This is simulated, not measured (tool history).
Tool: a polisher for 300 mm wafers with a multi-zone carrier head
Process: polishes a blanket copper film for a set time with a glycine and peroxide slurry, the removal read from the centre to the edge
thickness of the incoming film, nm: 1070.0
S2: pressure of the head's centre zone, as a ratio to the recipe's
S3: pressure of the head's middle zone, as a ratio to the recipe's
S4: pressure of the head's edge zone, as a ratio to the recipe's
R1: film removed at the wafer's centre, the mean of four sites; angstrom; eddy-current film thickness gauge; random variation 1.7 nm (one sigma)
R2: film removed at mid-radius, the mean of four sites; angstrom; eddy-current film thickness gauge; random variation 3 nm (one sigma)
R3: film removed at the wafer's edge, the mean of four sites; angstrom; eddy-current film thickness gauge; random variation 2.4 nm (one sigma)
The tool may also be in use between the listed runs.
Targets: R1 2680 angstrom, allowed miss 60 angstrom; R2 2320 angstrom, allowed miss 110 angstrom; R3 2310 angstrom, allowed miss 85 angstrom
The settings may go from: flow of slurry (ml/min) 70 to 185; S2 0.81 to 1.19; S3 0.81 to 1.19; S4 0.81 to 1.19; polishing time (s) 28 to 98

run 1 hour=0 | flow_of_slurry_(ml/min)=120 S2=1 S3=1 S4=1 polishing_time_(s)=63 | R1=2731.6 R2=2675.3 R3=2646.9
run 2 hour=1 | flow_of_slurry_(ml/min)=115 S2=1.01 S3=0.98 S4=0.97 polishing_time_(s)=63 | R1=2702.6 R2=2660.1 R3=2583.2
run 3 hour=9.8 | flow_of_slurry_(ml/min)=115 S2=1.01 S3=0.98 S4=1.05 polishing_time_(s)=63 | R1=2694.2 R2=2680.9 R3=2715.8
run 4 hour=12 | flow_of_slurry_(ml/min)=115 S2=1.02 S3=0.96 S4=1.01 polishing_time_(s)=62 | R1=2712.1 R2=2566 R3=2629.2
run 5 hour=17.5 | flow_of_slurry_(ml/min)=115 S2=1.03 S3=0.95 S4=0.98 polishing_time_(s)=61 | R1=2714.2 R2=2556.2 R3=2589.7
run 6 hour=19.6 | flow_of_slurry_(ml/min)=115 S2=1.04 S3=0.94 S4=0.95 polishing_time_(s)=60 | R1=2659.4 R2=2460.3 R3=2450.6
run 7 hour=22 | flow_of_slurry_(ml/min)=115 S2=1.04 S3=0.94 S4=0.95 polishing_time_(s)=60 | R1=2655.5 R2=2507.8 R3=2463.7
run 8 hour=30 | flow_of_slurry_(ml/min)=115 S2=1.05 S3=0.92 S4=0.93 polishing_time_(s)=59 | R1=2661.6 R2=2367.1 R3=2418.4

Which of these 4 next moves meets every target?
run A hour=38 | flow_of_slurry_(ml/min)=105 S2=1.07 S3=1.19 S4=0.81 polishing_time_(s)=56 | R1=? R2=? R3=?
run B hour=38 | flow_of_slurry_(ml/min)=130 S2=1.08 S3=0.92 S4=0.9 polishing_time_(s)=60 | R1=? R2=? R3=?
run C hour=38 | flow_of_slurry_(ml/min)=110 S2=1.12 S3=0.94 S4=0.93 polishing_time_(s)=57 | R1=? R2=? R3=?
run D hour=38 | flow_of_slurry_(ml/min)=150 S2=1.06 S3=1.07 S4=0.9 polishing_time_(s)=55 | R1=? R2=? R3=?

move=A R1=2465.8 R2=2693.5 R3=2084
move=B R1=2841 R2=2526.6 R3=2438
move=C R1=2660.2 R2=2332.9 R3=2279
move=D R1=2652.2 R2=2667.9 R3=2281.3
A: takes the result that was furthest off past its target
B: further off than the last run
C: meets every target
D: brings the result that was furthest off to its target, and leaves another outside
The right move is C.
